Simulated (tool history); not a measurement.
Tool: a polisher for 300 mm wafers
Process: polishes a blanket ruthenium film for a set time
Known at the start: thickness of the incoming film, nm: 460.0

| run | day | flow of slurry (ml/min) | pressure of the wafer on the pad (kPa) | speed of the pad under the wafer (m/s) | polishing time (s) | film removed (Å) |
|---|---|---|---|---|---|---|
| 1 | 0.000 | 140 | 12.4 | 1.22 | 100 | 1255.0 |
| 2 | 0.333 | 140 | 12.4 | 1.22 | 105 | 1302.3 |
| 3 | 0.383 | 140 | 11.0 | 1.22 | 105 | 1160.4 |
| 4 | 0.650 | 145 | 12.4 | 1.22 | 105 | 1338.7 |
| 5 | 0.829 | 160 | 13.1 | 1.22 | 105 | 1422.4 |
| 6 | 0.988 | 160 | 10.3 | 1.22 | 105 | 1106.5 |
| 7 | 1.088 | 160 | 10.3 | 1.22 | 105 | 1128.2 |

Forecast run 8:
| 8 | 1.204 | 180 | 13.8 | 1.24 | 105 | ? |

Run 8 gave film removed (Å) 1523.1.
